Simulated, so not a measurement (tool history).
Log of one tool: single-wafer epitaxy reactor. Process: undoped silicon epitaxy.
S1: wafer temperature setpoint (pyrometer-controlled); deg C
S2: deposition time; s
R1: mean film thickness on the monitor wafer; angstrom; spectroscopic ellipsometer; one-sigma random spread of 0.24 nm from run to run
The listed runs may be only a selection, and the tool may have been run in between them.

{"run": 1, "hour": 0.0, "S1": 670, "S2": 518, "R1": 1167.4}
{"run": 2, "hour": 8.2, "S1": 668, "S2": 518, "R1": 1117.7}
{"run": 3, "hour": 16.9, "S1": 675, "S2": 518, "R1": 1316.6}
{"run": 4, "hour": 19.1, "S1": 675, "S2": 446, "R1": 1138.2}
{"run": 5, "hour": 24.3, "S1": 675, "S2": 513, "R1": 1305.4}
{"run": 6, "hour": 25.1, "S1": 675, "S2": 559, "R1": 1420.0}
{"run": 7, "hour": 25.7, "S1": 671, "S2": 559, "R1": 1293.9}
{"run": 8, "hour": 33.7, "S1": 668, "S2": 559, "R1": 1205.8}
{"run": 9, "hour": 41.5, "S1": 666, "S2": 559, "R1": 1157.2}
{"run": 10, "hour": 45.1, "S1": 664, "S2": 559, "R1": 1096.8}
{"run": 11, "hour": 54.1, "S1": 663, "S2": 559, "R1": 1079.7}
{"run": 12, "hour": 55.5, "S1": 662, "S2": 559, "R1": 1047.0}
{"run": 13, "hour": 62.4, "S1": 661, "S2": 559, "R1": 1020.1}
{"run": 14, "hour": 70.7, "S1": 660, "S2": 559, "R1": 998.76}

The next listed run, before its measurement:
{"run": 15, "hour": 77.5, "S1": 655, "S2": 559, "R1": "?"}

For run 15 the tool returned R1 888.46 angstrom.
